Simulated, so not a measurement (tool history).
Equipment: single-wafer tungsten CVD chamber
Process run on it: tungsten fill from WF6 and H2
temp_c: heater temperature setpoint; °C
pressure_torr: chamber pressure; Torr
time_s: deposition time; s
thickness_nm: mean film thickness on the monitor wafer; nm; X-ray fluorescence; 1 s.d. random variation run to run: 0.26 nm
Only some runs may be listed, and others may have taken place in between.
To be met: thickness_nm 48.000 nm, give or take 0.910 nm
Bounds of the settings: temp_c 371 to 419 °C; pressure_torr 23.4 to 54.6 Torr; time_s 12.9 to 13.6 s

run  hour  temp_c  pressure_torr  time_s  thickness_nm
  1   0.0     395           39.0    13.6        38.490
  2   4.7     395           42.3    13.6        39.493
  3   8.4     404           42.3    13.6        47.262
  4  11.5     415           42.3    13.6        56.214
  5  18.3     413           42.2    13.6        54.363
  6  26.8     419           42.2    13.6        60.411
  7  34.5     416           42.1    13.6        57.340
  8  36.8     414           42.0    13.6        55.629
  9  44.9     412           41.9    13.6        53.512

Which of these 5 next moves meets every target?
  A  53.0     412           45.6    13.6             ?
  B  53.0     409           37.9    13.4             ?
  C  53.0     412           39.2    13.5             ?
  D  53.0     415           37.9    12.9             ?
  E  53.0     415           38.6    12.9             ?

move  thickness_nm
   A        55.575
   B        48.069
   C        51.736
   D        51.195
   E        51.596
A: moves away from the targets compared with the last run
B: every result lands within tolerance
C: an improvement on the last run, though not all results are within tolerance
D: an improvement on the last run, though not all results are within tolerance
E: an improvement on the last run, though not all results are within tolerance
So the answer is move B, the one that meets all the targets.

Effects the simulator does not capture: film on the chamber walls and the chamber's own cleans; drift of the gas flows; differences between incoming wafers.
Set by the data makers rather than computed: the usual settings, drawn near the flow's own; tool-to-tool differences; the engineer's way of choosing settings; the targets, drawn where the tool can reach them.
